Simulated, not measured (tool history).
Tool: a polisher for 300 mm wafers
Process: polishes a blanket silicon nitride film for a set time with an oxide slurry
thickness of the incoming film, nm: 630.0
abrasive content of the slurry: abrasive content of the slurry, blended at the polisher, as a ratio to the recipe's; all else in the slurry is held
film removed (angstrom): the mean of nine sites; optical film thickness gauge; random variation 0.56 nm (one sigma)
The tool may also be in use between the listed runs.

run,day,flow of slurry (ml/min),pressure of the wafer on the pad (kPa),speed of the pad under the wafer (cm/s),abrasive content of the slurry,polishing time (s),film removed (angstrom)
1,0,175,31.7,140,1,70,757.64
2,0.108,175,28.3,138,1,70,682.98
3,0.417,175,28.3,138,0.9,70,671.62
4,0.75,190,28.3,138,0.9,70,657.57
5,0.842,190,25.5,136,0.9,70,586.85
6,1.033,190,24.1,136,0.9,70,577.12
7,1.338,190,22.1,136,0.9,70,526.24

Forecast run 8:
8,1.5,190,21.4,136,0.9,70,?

Run 8 gave film removed (angstrom) 512.95.

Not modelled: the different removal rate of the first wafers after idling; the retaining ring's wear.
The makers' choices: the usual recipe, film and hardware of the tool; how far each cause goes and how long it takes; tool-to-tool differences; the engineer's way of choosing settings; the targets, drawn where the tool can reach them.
